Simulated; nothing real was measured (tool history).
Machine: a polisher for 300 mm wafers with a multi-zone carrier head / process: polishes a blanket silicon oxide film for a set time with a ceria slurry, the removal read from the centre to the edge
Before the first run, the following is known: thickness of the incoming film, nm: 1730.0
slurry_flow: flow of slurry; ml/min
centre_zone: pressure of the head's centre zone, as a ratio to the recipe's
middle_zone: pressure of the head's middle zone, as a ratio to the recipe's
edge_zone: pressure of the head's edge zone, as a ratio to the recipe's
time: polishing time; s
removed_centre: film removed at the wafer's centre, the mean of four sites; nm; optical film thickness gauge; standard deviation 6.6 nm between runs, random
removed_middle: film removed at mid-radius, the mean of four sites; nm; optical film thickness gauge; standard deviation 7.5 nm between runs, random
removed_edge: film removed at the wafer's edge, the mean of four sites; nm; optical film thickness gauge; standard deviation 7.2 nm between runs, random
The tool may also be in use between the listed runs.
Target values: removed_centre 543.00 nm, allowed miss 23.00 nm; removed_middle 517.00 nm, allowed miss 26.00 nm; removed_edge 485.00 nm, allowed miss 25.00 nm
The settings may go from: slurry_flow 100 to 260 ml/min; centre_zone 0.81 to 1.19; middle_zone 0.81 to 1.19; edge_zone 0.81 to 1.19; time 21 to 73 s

Run 1, hour 0.0: slurry_flow 165 ml/min, centre_zone 1.00, middle_zone 1.00, edge_zone 1.00, time 47 s. Result: removed_centre 387.28 nm, removed_middle 396.19 nm, removed_edge 387.18 nm.
Run 2, hour 5.5: slurry_flow 175 ml/min, centre_zone 1.03, middle_zone 1.02, edge_zone 1.02, time 49 s. Result: removed_centre 422.80 nm, removed_middle 420.63 nm, removed_edge 406.20 nm.
Run 3, hour 12.9: slurry_flow 180 ml/min, centre_zone 1.05, middle_zone 1.03, edge_zone 1.03, time 51 s. Result: removed_centre 441.66 nm, removed_middle 440.13 nm, removed_edge 430.16 nm.
Run 4, hour 18.3: slurry_flow 185 ml/min, centre_zone 1.08, middle_zone 1.05, edge_zone 1.03, time 52 s. Result: removed_centre 476.77 nm, removed_middle 464.06 nm, removed_edge 434.01 nm.
Run 5, hour 19.1: slurry_flow 185 ml/min, centre_zone 1.12, middle_zone 1.05, edge_zone 1.03, time 52 s. Result: removed_centre 492.80 nm, removed_middle 460.31 nm, removed_edge 429.89 nm.
Run 6, hour 22.6: slurry_flow 185 ml/min, centre_zone 1.12, middle_zone 1.05, edge_zone 1.07, time 52 s. Result: removed_centre 483.53 nm, removed_middle 448.78 nm, removed_edge 439.80 nm.
Run 7, hour 23.6: slurry_flow 195 ml/min, centre_zone 1.12, middle_zone 1.06, edge_zone 1.07, time 53 s. Result: removed_centre 500.74 nm, removed_middle 472.93 nm, removed_edge 461.93 nm.
Run 8, hour 31.2: slurry_flow 205 ml/min, centre_zone 1.13, middle_zone 1.07, edge_zone 1.07, time 53 s. Result: removed_centre 524.54 nm, removed_middle 494.86 nm, removed_edge 450.71 nm.

Exercise: of the 4 proposed moves below, exactly one satisfies all targets within the stated allowed misses. Which move is it?
Run A, hour 38.8: slurry_flow 230 ml/min, centre_zone 1.06, middle_zone 1.00, edge_zone 1.06, time 53 s. Result: removed_centre ?, removed_middle ?, removed_edge ?.
Run B, hour 38.8: slurry_flow 260 ml/min, centre_zone 1.19, middle_zone 1.14, edge_zone 0.99, time 50 s. Result: removed_centre ?, removed_middle ?, removed_edge ?.
Run C, hour 38.8: slurry_flow 200 ml/min, centre_zone 1.13, middle_zone 1.08, edge_zone 1.10, time 56 s. Result: removed_centre ?, removed_middle ?, removed_edge ?.
Run D, hour 38.8: slurry_flow 145 ml/min, centre_zone 1.12, middle_zone 0.96, edge_zone 1.14, time 56 s. Result: removed_centre ?, removed_middle ?, removed_edge ?.

move  removed_centre  removed_middle  removed_edge
   A          491.50          469.51        447.01
   B          529.42          501.78        415.26
   C          543.69          520.37        472.09
   D          511.08          449.63        463.19
A: lands further from the targets than the last run did
B: lands further from the targets than the last run did
C: every result lands within tolerance
D: the furthest-off result lands on target, but another misses its tolerance
The right move is C.

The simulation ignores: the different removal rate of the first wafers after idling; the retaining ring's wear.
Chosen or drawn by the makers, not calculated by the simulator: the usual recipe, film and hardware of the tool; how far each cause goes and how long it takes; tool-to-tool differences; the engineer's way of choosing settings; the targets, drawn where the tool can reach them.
